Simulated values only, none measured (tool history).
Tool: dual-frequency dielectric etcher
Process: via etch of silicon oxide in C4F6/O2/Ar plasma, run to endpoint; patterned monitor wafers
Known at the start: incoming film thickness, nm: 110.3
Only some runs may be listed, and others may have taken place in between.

Run 1, day 0.000: bias power (kW) 0.501, source power (kW) 0.370, Ar flow (sccm) 241. Result: endpoint time (s) 23.600.
Run 2, day 0.200: bias power (kW) 0.453, source power (kW) 0.360, Ar flow (sccm) 243. Result: endpoint time (s) 25.117.
Run 3, day 0.304: bias power (kW) 0.400, source power (kW) 0.360, Ar flow (sccm) 243. Result: endpoint time (s) 26.227.
Run 4, day 0.438: bias power (kW) 0.385, source power (kW) 0.360, Ar flow (sccm) 243. Result: endpoint time (s) 26.274.
Run 5, day 0.646: bias power (kW) 0.369, source power (kW) 0.360, Ar flow (sccm) 243. Result: endpoint time (s) 26.729.
Run 6, day 0.933: bias power (kW) 0.457, source power (kW) 0.360, Ar flow (sccm) 243. Result: endpoint time (s) 24.834.
Run 7, day 1.004: bias power (kW) 0.425, source power (kW) 0.350, Ar flow (sccm) 244. Result: endpoint time (s) 26.034.

Expected results for the next run?
Run 8, day 1.379: bias power (kW) 0.407, source power (kW) 0.350, Ar flow (sccm) 244. Result: endpoint time (s) ?.

endpoint time (s): 26.230
